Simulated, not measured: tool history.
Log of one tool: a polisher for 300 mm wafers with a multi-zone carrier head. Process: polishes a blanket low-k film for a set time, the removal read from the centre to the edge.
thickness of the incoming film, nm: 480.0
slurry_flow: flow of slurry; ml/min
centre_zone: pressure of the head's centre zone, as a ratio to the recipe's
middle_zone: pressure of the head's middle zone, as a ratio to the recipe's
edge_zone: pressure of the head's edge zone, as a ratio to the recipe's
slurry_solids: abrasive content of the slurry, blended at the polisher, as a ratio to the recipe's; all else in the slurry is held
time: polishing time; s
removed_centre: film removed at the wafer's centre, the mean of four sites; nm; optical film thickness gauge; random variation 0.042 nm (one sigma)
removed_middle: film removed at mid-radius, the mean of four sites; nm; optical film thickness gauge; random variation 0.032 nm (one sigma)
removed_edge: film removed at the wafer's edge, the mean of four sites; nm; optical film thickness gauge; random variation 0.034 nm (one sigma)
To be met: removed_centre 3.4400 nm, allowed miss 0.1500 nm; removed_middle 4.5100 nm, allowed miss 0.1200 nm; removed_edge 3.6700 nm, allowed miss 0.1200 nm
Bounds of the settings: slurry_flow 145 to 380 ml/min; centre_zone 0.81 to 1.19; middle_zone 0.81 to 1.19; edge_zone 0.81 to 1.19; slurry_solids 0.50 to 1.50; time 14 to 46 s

{"run": 1, "hour": 0.0, "slurry_flow": 245, "centre_zone": 1.0, "middle_zone": 1.0, "edge_zone": 1.0, "slurry_solids": 1.0, "time": 30, "removed_centre": 5.5175, "removed_middle": 5.8267, "removed_edge": 5.5289}
{"run": 2, "hour": 3.3, "slurry_flow": 245, "centre_zone": 1.0, "middle_zone": 1.0, "edge_zone": 1.0, "slurry_solids": 1.0, "time": 25, "removed_centre": 4.7417, "removed_middle": 4.7686, "removed_edge": 4.614}
{"run": 3, "hour": 4.8, "slurry_flow": 240, "centre_zone": 0.96, "middle_zone": 1.02, "edge_zone": 0.96, "slurry_solids": 0.95, "time": 25, "removed_centre": 4.4343, "removed_middle": 4.6775, "removed_edge": 4.3883}
{"run": 4, "hour": 8.9, "slurry_flow": 240, "centre_zone": 0.96, "middle_zone": 1.02, "edge_zone": 0.96, "slurry_solids": 1.15, "time": 25, "removed_centre": 4.8203, "removed_middle": 5.205, "removed_edge": 4.7464}
{"run": 5, "hour": 17.5, "slurry_flow": 240, "centre_zone": 0.96, "middle_zone": 1.02, "edge_zone": 0.96, "slurry_solids": 1.3, "time": 25, "removed_centre": 5.1215, "removed_middle": 5.5734, "removed_edge": 5.1067}
{"run": 6, "hour": 26.1, "slurry_flow": 240, "centre_zone": 0.96, "middle_zone": 0.96, "edge_zone": 0.96, "slurry_solids": 1.3, "time": 25, "removed_centre": 5.02, "removed_middle": 5.2841, "removed_edge": 5.0941}
{"run": 7, "hour": 28.0, "slurry_flow": 230, "centre_zone": 0.92, "middle_zone": 1.0, "edge_zone": 0.94, "slurry_solids": 1.2, "time": 25, "removed_centre": 4.769, "removed_middle": 5.1315, "removed_edge": 4.8847}
{"run": 8, "hour": 36.2, "slurry_flow": 265, "centre_zone": 0.89, "middle_zone": 1.05, "edge_zone": 0.94, "slurry_solids": 1.05, "time": 24, "removed_centre": 4.1492, "removed_middle": 4.9611, "removed_edge": 4.3775}
{"run": 9, "hour": 44.1, "slurry_flow": 270, "centre_zone": 0.87, "middle_zone": 1.06, "edge_zone": 0.92, "slurry_solids": 1.0, "time": 24, "removed_centre": 4.0305, "removed_middle": 4.8524, "removed_edge": 4.2353}
{"run": 10, "hour": 49.3, "slurry_flow": 270, "centre_zone": 0.86, "middle_zone": 1.08, "edge_zone": 0.91, "slurry_solids": 0.95, "time": 24, "removed_centre": 3.8009, "removed_middle": 4.8323, "removed_edge": 4.0721}
{"run": 11, "hour": 51.2, "slurry_flow": 260, "centre_zone": 0.85, "middle_zone": 1.08, "edge_zone": 0.89, "slurry_solids": 0.95, "time": 24, "removed_centre": 3.7636, "removed_middle": 4.827, "removed_edge": 4.1014}
{"run": 12, "hour": 58.6, "slurry_flow": 270, "centre_zone": 0.85, "middle_zone": 1.09, "edge_zone": 0.88, "slurry_solids": 0.9, "time": 24, "removed_centre": 3.7008, "removed_middle": 4.7282, "removed_edge": 3.8911}
{"run": 13, "hour": 65.5, "slurry_flow": 265, "centre_zone": 0.84, "middle_zone": 1.09, "edge_zone": 0.87, "slurry_solids": 0.9, "time": 24, "removed_centre": 3.6273, "removed_middle": 4.7826, "removed_edge": 3.8992}
{"run": 14, "hour": 67.7, "slurry_flow": 265, "centre_zone": 0.84, "middle_zone": 1.08, "edge_zone": 0.86, "slurry_solids": 0.9, "time": 24, "removed_centre": 3.6421, "removed_middle": 4.7114, "removed_edge": 3.9519}
{"run": 15, "hour": 72.8, "slurry_flow": 265, "centre_zone": 0.84, "middle_zone": 1.08, "edge_zone": 0.86, "slurry_solids": 0.9, "time": 24, "removed_centre": 3.6895, "removed_middle": 4.6481, "removed_edge": 3.9091}

4 next moves are on the table. One of them brings every result within its allowed miss. Which?
{"run": "A", "hour": 77.9, "slurry_flow": 300, "centre_zone": 0.89, "middle_zone": 1.09, "edge_zone": 0.81, "slurry_solids": 0.8, "time": 23, "removed_centre": "?", "removed_middle": "?", "removed_edge": "?"}
{"run": "B", "hour": 77.9, "slurry_flow": 270, "centre_zone": 0.9, "middle_zone": 1.17, "edge_zone": 0.81, "slurry_solids": 0.8, "time": 23, "removed_centre": "?", "removed_middle": "?", "removed_edge": "?"}
{"run": "C", "hour": 77.9, "slurry_flow": 300, "centre_zone": 0.86, "middle_zone": 1.13, "edge_zone": 0.9, "slurry_solids": 1.15, "time": 19, "removed_centre": "?", "removed_middle": "?", "removed_edge": "?"}
{"run": "D", "hour": 77.9, "slurry_flow": 220, "centre_zone": 0.81, "middle_zone": 0.98, "edge_zone": 0.97, "slurry_solids": 1.0, "time": 24, "removed_centre": "?", "removed_middle": "?", "removed_edge": "?"}

move=A removed_centre=3.5184 removed_middle=4.2196 removed_edge=3.3980
move=B removed_centre=3.5151 removed_middle=4.4327 removed_edge=3.3646
move=C removed_centre=3.4542 removed_middle=4.4219 removed_edge=3.6171
move=D removed_centre=3.6581 removed_middle=4.4305 removed_edge=4.2848
A: takes the result that was furthest off past its target
B: takes the result that was furthest off past its target
C: meets every target
D: further off than the last run
The right move is C.
